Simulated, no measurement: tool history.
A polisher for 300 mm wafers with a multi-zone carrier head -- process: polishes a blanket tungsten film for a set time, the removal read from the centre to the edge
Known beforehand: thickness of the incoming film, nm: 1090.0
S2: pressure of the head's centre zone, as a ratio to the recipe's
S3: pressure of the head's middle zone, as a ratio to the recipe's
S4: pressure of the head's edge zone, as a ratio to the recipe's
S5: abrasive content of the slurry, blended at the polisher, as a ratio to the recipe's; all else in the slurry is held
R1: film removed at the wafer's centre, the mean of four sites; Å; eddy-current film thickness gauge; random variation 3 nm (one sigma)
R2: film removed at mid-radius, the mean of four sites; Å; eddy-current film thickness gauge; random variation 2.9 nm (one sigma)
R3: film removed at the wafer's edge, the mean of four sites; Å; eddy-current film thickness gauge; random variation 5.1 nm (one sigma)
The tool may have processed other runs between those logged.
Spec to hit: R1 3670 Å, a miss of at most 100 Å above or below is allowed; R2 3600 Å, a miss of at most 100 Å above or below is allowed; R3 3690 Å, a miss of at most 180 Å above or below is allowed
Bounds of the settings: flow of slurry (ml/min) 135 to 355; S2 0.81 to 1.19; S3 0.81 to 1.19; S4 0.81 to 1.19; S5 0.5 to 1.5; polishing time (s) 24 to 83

{"run": 1, "day": 0.0, "flow of slurry (ml/min)": 225, "S2": 1, "S3": 1, "S4": 1, "S5": 1, "polishing time (s)": 53, "R1": 4648.1, "R2": 4652.9, "R3": 4526.4}
{"run": 2, "day": 0.121, "flow of slurry (ml/min)": 225, "S2": 0.96, "S3": 1, "S4": 1, "S5": 1, "polishing time (s)": 53, "R1": 4435.6, "R2": 4734.9, "R3": 4481}
{"run": 3, "day": 0.412, "flow of slurry (ml/min)": 225, "S2": 0.96, "S3": 1, "S4": 1, "S5": 0.85, "polishing time (s)": 53, "R1": 4239.9, "R2": 4390.7, "R3": 4269.6}
{"run": 4, "day": 0.717, "flow of slurry (ml/min)": 225, "S2": 0.96, "S3": 1, "S4": 1, "S5": 0.85, "polishing time (s)": 62, "R1": 4961.5, "R2": 5188.3, "R3": 5035.9}
{"run": 5, "day": 0.988, "flow of slurry (ml/min)": 265, "S2": 0.96, "S3": 1, "S4": 1, "S5": 0.85, "polishing time (s)": 62, "R1": 5146.8, "R2": 5341.1, "R3": 4996.1}
{"run": 6, "day": 1.125, "flow of slurry (ml/min)": 265, "S2": 0.96, "S3": 1, "S4": 1, "S5": 0.75, "polishing time (s)": 62, "R1": 4899, "R2": 5132.8, "R3": 4972}
{"run": 7, "day": 1.462, "flow of slurry (ml/min)": 235, "S2": 0.96, "S3": 0.9, "S4": 0.9, "S5": 0.5, "polishing time (s)": 51, "R1": 3586.4, "R2": 3411.1, "R3": 3425.3}
{"run": 8, "day": 1.546, "flow of slurry (ml/min)": 240, "S2": 0.96, "S3": 0.91, "S4": 0.92, "S5": 0.5, "polishing time (s)": 51, "R1": 3595.4, "R2": 3483.6, "R3": 3424.5}
{"run": 9, "day": 1.654, "flow of slurry (ml/min)": 240, "S2": 0.96, "S3": 0.91, "S4": 0.94, "S5": 0.5, "polishing time (s)": 51, "R1": 3633.3, "R2": 3440.3, "R3": 3500.8}

Which of these 4 next moves meets every target?
{"run": "A", "day": 1.762, "flow of slurry (ml/min)": 295, "S2": 0.96, "S3": 0.94, "S4": 0.89, "S5": 0.55, "polishing time (s)": 46, "R1": "?", "R2": "?", "R3": "?"}
{"run": "B", "day": 1.762, "flow of slurry (ml/min)": 310, "S2": 0.96, "S3": 0.99, "S4": 1.02, "S5": 0.5, "polishing time (s)": 50, "R1": "?", "R2": "?", "R3": "?"}
{"run": "C", "day": 1.762, "flow of slurry (ml/min)": 240, "S2": 0.95, "S3": 0.84, "S4": 0.98, "S5": 0.55, "polishing time (s)": 51, "R1": "?", "R2": "?", "R3": "?"}
{"run": "D", "day": 1.762, "flow of slurry (ml/min)": 300, "S2": 0.94, "S3": 0.9, "S4": 0.96, "S5": 0.7, "polishing time (s)": 47, "R1": "?", "R2": "?", "R3": "?"}

move=A R1=3388.8 R2=3377.4 R3=3311.3
move=B R1=3607.6 R2=3751.3 R3=3749
move=C R1=3619.2 R2=3332 R3=3777.4
move=D R1=3627.2 R2=3561.6 R3=3750.7
A: misses by more than the last run did
B: pushes the last run's worst result past its target
C: misses by more than the last run did
D: hits every target within its allowed miss
Move D is the one to make.

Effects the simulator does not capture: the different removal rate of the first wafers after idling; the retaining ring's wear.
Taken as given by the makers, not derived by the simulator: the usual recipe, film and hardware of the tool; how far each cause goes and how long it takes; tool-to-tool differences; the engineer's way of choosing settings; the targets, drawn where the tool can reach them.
